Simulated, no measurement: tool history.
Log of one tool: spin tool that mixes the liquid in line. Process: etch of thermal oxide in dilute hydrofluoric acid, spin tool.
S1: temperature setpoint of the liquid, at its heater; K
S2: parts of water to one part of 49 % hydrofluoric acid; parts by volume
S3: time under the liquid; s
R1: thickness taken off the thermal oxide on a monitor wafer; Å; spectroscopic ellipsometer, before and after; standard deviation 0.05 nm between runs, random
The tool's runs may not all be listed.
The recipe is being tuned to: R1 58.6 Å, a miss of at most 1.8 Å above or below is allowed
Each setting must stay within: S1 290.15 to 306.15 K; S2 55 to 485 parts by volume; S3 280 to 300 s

Run 1, hour 0: S1 298.15 K, S2 270 parts by volume, S3 280 s. Result: R1 43.891 Å.
Run 2, hour 0.6: S1 296.15 K, S2 270 parts by volume, S3 280 s. Result: R1 41.649 Å.
Run 3, hour 6.8: S1 298.65 K, S2 265 parts by volume, S3 280 s. Result: R1 46.408 Å.
Run 4, hour 10.2: S1 298.65 K, S2 350 parts by volume, S3 280 s. Result: R1 32.477 Å.
Run 5, hour 11.8: S1 300.65 K, S2 320 parts by volume, S3 280 s. Result: R1 38.413 Å.
Run 6, hour 20.4: S1 303.65 K, S2 320 parts by volume, S3 280 s. Result: R1 42.315 Å.
Run 7, hour 21.6: S1 304.15 K, S2 300 parts by volume, S3 280 s. Result: R1 47.976 Å.
At hour 23.5: thermometer replaced.
Run 8, hour 23.5: S1 306.15 K, S2 270 parts by volume, S3 280 s. Result: R1 55.296 Å.

Exercise: of the 5 proposed moves below, exactly one satisfies all targets within the stated allowed misses. Which move is it?
Run A, hour 25.4: S1 305.65 K, S2 270 parts by volume, S3 280 s. Result: R1 ?.
Run B, hour 25.4: S1 306.15 K, S2 255 parts by volume, S3 300 s. Result: R1 ?.
Run C, hour 25.4: S1 302.65 K, S2 240 parts by volume, S3 300 s. Result: R1 ?.
Run D, hour 25.4: S1 304.65 K, S2 275 parts by volume, S3 300 s. Result: R1 ?.
Run E, hour 25.4: S1 305.65 K, S2 260 parts by volume, S3 285 s. Result: R1 ?.

move      R1
   A  54.376
   B  63.824
   C  61.531
   D  55.075
   E  58.168
A: lands further from the targets than the last run did
B: takes the biggest miss from the last run beyond its target
C: takes the biggest miss from the last run beyond its target
D: lands further from the targets than the last run did
E: each result inside its tolerance
E meets every target.
